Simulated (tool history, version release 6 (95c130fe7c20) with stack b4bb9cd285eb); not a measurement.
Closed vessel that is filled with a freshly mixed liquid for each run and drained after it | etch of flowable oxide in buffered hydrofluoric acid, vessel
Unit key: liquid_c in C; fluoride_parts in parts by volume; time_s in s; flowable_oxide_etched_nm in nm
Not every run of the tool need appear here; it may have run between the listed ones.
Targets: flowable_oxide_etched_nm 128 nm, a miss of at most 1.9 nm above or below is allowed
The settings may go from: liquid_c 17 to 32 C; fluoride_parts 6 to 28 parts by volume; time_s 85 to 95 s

run 1 hour=0 | liquid_c=24 fluoride_parts=17 time_s=85 | flowable_oxide_etched_nm=106.05
run 2 hour=6.3 | liquid_c=25 fluoride_parts=17 time_s=85 | flowable_oxide_etched_nm=111.09
run 3 hour=8 | liquid_c=26 fluoride_parts=17 time_s=85 | flowable_oxide_etched_nm=117.32
run 4 hour=16.2 | liquid_c=23 fluoride_parts=17 time_s=85 | flowable_oxide_etched_nm=99.779
run 5 hour=22.7 | liquid_c=24.5 fluoride_parts=17 time_s=85 | flowable_oxide_etched_nm=108.89
run 6 hour=29.6 | liquid_c=25.5 fluoride_parts=17 time_s=85 | flowable_oxide_etched_nm=113.83
run 7 hour=33 | liquid_c=26.5 fluoride_parts=17 time_s=85 | flowable_oxide_etched_nm=120.67
run 8 hour=42.2 | liquid_c=27 fluoride_parts=17 time_s=85 | flowable_oxide_etched_nm=123.48

4 next moves are on the table. One of them brings every result within its allowed miss. Which?
run A hour=51.4 | liquid_c=28 fluoride_parts=18 time_s=85 | flowable_oxide_etched_nm=?
run B hour=51.4 | liquid_c=27.5 fluoride_parts=18 time_s=90 | flowable_oxide_etched_nm=?
run C hour=51.4 | liquid_c=27 fluoride_parts=18 time_s=90 | flowable_oxide_etched_nm=?
run D hour=51.4 | liquid_c=28 fluoride_parts=17 time_s=85 | flowable_oxide_etched_nm=?

move=A flowable_oxide_etched_nm=123.86
move=B flowable_oxide_etched_nm=127.69
move=C flowable_oxide_etched_nm=124.31
move=D flowable_oxide_etched_nm=131.02
A: an improvement on the last run, though not all results are within tolerance
B: meets every target
C: an improvement on the last run, though not all results are within tolerance
D: takes the result that was furthest off past its target
The move that meets every target is B.

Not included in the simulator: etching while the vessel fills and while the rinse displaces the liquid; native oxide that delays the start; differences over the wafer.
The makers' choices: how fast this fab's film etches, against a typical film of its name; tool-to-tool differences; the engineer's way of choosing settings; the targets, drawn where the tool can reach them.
